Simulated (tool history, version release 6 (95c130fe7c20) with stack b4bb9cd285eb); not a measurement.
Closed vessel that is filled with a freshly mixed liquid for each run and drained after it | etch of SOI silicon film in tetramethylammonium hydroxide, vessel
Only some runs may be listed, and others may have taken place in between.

run	hour	temperature setpoint of the liquid (C)	concentration of hydroxide in the mixed liquid (% by weight)	time in the liquid (s)	thickness taken off the SOI silicon film on a monitor wafer (angstrom)
1	0.0	70.0	16.5	85	4662.2
2	2.3	68.5	16.5	85	4238.1
3	10.0	73.0	16.5	85	5524.5
4	16.0	70.5	16.5	85	4801.9
5	18.5	70.5	18.0	85	4631.3
6	26.6	70.5	21.5	85	4243.9
7	33.7	69.5	21.5	85	4000.4
8	40.2	68.5	21.5	85	3782.5
9	42.9	68.0	21.5	85	3677.5
10	51.1	67.5	21.5	85	3588.5

Estimate the outcome of run 11 from the log above:
11	55.0	67.0	21.5	85	?

Logged for run 11: thickness taken off the SOI silicon film on a monitor wafer (angstrom) 3450.4.
